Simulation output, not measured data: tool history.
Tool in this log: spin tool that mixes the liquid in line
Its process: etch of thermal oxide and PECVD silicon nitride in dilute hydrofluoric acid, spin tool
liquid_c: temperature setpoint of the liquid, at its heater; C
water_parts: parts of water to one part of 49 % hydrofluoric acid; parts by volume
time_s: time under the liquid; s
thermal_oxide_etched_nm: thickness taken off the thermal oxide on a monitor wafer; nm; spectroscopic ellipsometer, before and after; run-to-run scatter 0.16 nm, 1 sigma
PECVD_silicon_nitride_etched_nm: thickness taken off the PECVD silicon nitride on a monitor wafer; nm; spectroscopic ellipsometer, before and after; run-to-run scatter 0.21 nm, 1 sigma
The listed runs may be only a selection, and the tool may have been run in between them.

run,day,liquid_c,water_parts,time_s,thermal_oxide_etched_nm,PECVD_silicon_nitride_etched_nm
1,0.000,22.0,280,180,2.5233,3.4332
2,0.158,22.0,280,230,3.0679,4.3323
3,0.233,22.0,210,230,4.6440,5.8190
4,0.512,24.0,170,230,6.3631,8.0957
5,0.854,25.5,170,230,6.5403,8.8845
6,1.138,26.0,140,235,8.7332,11.1110
7,1.258,27.0,120,235,10.7200,14.1520
# day 1.496: thermometer replaced
8,1.496,27.0,120,235,9.9951,12.2300
9,1.738,28.0,110,240,11.7010,14.8050
10,1.950,28.5,100,240,13.4130,16.6550

For run 11, what comes out?
11,2.279,28.5,100,240,?,?

{"run 11": {"thermal_oxide_etched_nm": 13.356, "PECVD_silicon_nitride_etched_nm": 16.351}}
